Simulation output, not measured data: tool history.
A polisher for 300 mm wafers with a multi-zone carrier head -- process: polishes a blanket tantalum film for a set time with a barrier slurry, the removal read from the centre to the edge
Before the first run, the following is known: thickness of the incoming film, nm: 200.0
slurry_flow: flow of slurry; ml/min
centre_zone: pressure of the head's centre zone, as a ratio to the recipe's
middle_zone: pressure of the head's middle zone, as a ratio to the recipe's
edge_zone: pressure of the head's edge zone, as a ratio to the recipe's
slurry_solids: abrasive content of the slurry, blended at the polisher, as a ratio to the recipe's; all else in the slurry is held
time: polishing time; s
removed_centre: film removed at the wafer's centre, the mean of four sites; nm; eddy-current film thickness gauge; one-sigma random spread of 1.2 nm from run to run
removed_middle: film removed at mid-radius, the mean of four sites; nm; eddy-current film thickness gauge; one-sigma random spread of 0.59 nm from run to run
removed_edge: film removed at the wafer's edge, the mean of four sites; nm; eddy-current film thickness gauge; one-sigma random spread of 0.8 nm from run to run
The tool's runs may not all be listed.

run,hour,slurry_flow,centre_zone,middle_zone,edge_zone,slurry_solids,time,removed_centre,removed_middle,removed_edge
1,0.0,265,1.00,1.00,1.00,1.00,51,62.366,61.833,62.072
2,5.4,265,1.00,1.00,1.00,1.00,44,54.412,53.157,54.035
3,12.1,275,1.02,1.02,1.02,1.05,45,57.382,55.936,55.880
4,17.1,275,1.02,1.05,1.02,1.05,45,57.012,57.779,55.253
5,25.8,280,1.03,1.06,1.03,1.10,47,61.117,61.587,58.245
6,30.3,280,1.04,1.06,1.04,1.15,49,64.735,63.665,61.244
7,35.1,285,1.05,1.07,1.05,1.20,51,67.468,68.135,65.913

Run 8 comes next. What will it give?
8,38.4,290,1.07,1.08,1.05,1.25,52,?,?,?

Logged for run 8: removed_centre 72.925 nm, removed_middle 69.869 nm, removed_edge 66.490 nm.

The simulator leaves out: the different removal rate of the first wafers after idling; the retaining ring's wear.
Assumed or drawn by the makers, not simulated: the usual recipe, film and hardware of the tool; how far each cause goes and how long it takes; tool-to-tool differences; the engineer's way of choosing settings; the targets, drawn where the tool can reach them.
